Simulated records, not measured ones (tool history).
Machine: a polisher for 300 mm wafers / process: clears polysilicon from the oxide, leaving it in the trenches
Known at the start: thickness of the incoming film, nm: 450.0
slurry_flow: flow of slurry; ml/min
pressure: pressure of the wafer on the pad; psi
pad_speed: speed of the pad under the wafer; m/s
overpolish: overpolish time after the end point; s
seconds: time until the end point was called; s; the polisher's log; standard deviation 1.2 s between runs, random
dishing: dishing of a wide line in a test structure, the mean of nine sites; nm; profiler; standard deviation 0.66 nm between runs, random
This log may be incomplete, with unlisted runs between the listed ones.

{"run": 1, "hour": 0.0, "slurry_flow": 205, "pressure": 3.4, "pad_speed": 0.98, "overpolish": 18, "seconds": 26.374, "dishing": 62.714}
{"run": 2, "hour": 6.6, "slurry_flow": 205, "pressure": 3.8, "pad_speed": 0.98, "overpolish": 18, "seconds": 23.987, "dishing": 63.451}
{"run": 3, "hour": 14.8, "slurry_flow": 205, "pressure": 3.5, "pad_speed": 0.92, "overpolish": 18, "seconds": 27.353, "dishing": 62.907}
{"run": 4, "hour": 18.4, "slurry_flow": 205, "pressure": 3.5, "pad_speed": 0.92, "overpolish": 25, "seconds": 28.394, "dishing": 62.5}
{"run": 5, "hour": 24.9, "slurry_flow": 205, "pressure": 3.3, "pad_speed": 0.88, "overpolish": 25, "seconds": 30.909, "dishing": 62.991}
{"run": 6, "hour": 26.9, "slurry_flow": 200, "pressure": 3.1, "pad_speed": 0.82, "overpolish": 23, "seconds": 35.435, "dishing": 63.579}
{"run": 7, "hour": 30.7, "slurry_flow": 215, "pressure": 2.9, "pad_speed": 0.78, "overpolish": 25, "seconds": 39.283, "dishing": 62.964}

Run 8 has not been measured yet. What should we expect?
{"run": 8, "hour": 34.3, "slurry_flow": 225, "pressure": 2.7, "pad_speed": 0.76, "overpolish": 23, "seconds": "?", "dishing": "?"}

Run 8 came out at seconds 42.839 s, dishing 61.428 nm.

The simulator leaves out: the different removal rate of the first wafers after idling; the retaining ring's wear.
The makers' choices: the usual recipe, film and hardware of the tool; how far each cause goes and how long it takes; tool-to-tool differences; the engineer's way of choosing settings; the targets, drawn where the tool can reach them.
